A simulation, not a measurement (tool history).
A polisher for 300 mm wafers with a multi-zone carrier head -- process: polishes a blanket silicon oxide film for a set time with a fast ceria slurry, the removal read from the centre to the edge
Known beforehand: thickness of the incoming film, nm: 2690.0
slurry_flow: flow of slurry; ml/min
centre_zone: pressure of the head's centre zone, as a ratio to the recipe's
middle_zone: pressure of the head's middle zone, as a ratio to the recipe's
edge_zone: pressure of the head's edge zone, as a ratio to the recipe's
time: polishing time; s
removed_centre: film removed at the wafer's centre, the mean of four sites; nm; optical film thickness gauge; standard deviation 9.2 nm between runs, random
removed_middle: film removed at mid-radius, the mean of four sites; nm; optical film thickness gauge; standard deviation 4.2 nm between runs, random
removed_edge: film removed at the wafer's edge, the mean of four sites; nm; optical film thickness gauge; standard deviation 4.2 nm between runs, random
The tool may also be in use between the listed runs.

run  hour  slurry_flow  centre_zone  middle_zone  edge_zone  time  removed_centre  removed_middle  removed_edge
  1   0.0          160         1.00         1.00       1.00    48          992.08          969.17        980.13
  2   3.6          160         1.00         1.00       1.04    48          991.96          987.87        988.92
  3   8.1          150         1.02         0.95       0.98    44          919.28          855.56        880.25
  4   9.2          135         1.05         0.90       0.99    41          853.57          744.95        814.90
  5  15.0          125         1.06         0.87       0.96    40          811.04          697.83        774.71
  6  19.2          125         0.98         0.87       0.96    40          740.17          698.54        768.17
  7  24.4          120         1.02         0.85       0.94    39          764.40          668.12        736.22

Forecast run 8:
  8  25.7           95         1.08         0.81       0.96    37               ?               ?             ?

Run 8 gave removed_centre 702.52 nm, removed_middle 564.87 nm, removed_edge 677.79 nm.
